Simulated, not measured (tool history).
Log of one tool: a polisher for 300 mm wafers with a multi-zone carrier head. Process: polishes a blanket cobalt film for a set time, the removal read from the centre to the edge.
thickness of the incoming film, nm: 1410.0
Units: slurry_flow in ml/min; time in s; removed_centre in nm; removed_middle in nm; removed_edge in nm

Run 1, day 0: slurry_flow 245 ml/min, centre_zone 1, middle_zone 1, edge_zone 1, time 72 s. Result: removed_centre 269.99 nm, removed_middle 275.73 nm, removed_edge 272.35 nm.
Run 2, day 0.246: slurry_flow 245 ml/min, centre_zone 1, middle_zone 1, edge_zone 1.08, time 72 s. Result: removed_centre 270.56 nm, removed_middle 275.72 nm, removed_edge 284.86 nm.
Run 3, day 0.438: slurry_flow 245 ml/min, centre_zone 1, middle_zone 1, edge_zone 1.08, time 59 s. Result: removed_centre 221.52 nm, removed_middle 226.62 nm, removed_edge 234.48 nm.
Run 4, day 0.738: slurry_flow 245 ml/min, centre_zone 1.04, middle_zone 1, edge_zone 1.08, time 59 s. Result: removed_centre 233.09 nm, removed_middle 224.15 nm, removed_edge 232.52 nm.
Run 5, day 0.95: slurry_flow 250 ml/min, centre_zone 1.04, middle_zone 1.02, edge_zone 1.09, time 61 s. Result: removed_centre 241.45 nm, removed_middle 232.87 nm, removed_edge 244.09 nm.
Run 6, day 1.229: slurry_flow 250 ml/min, centre_zone 1.08, middle_zone 1.02, edge_zone 1.09, time 61 s. Result: removed_centre 246.95 nm, removed_middle 237.24 nm, removed_edge 248.24 nm.
Run 7, day 1.296: slurry_flow 255 ml/min, centre_zone 1.08, middle_zone 1.04, edge_zone 1.08, time 63 s. Result: removed_centre 259.85 nm, removed_middle 247.91 nm, removed_edge 247.64 nm.
Run 8, day 1.496: slurry_flow 255 ml/min, centre_zone 1.07, middle_zone 1.05, edge_zone 1.09, time 65 s. Result: removed_centre 265.65 nm, removed_middle 253.01 nm, removed_edge 256.48 nm.
Run 9, day 1.546: slurry_flow 320 ml/min, centre_zone 1, middle_zone 1.15, edge_zone 1.04, time 85 s. Result: removed_centre 335.45 nm, removed_middle 368.67 nm, removed_edge 340.5 nm.

Run 10 comes next. What will it give?
Run 10, day 1.804: slurry_flow 330 ml/min, centre_zone 1.01, middle_zone 1.17, edge_zone 1.03, time 85 s. Result: removed_centre ?, removed_middle ?, removed_edge ?.

{"run 10": {"removed_centre": 333.43, "removed_middle": 379.69, "removed_edge": 340.53}}
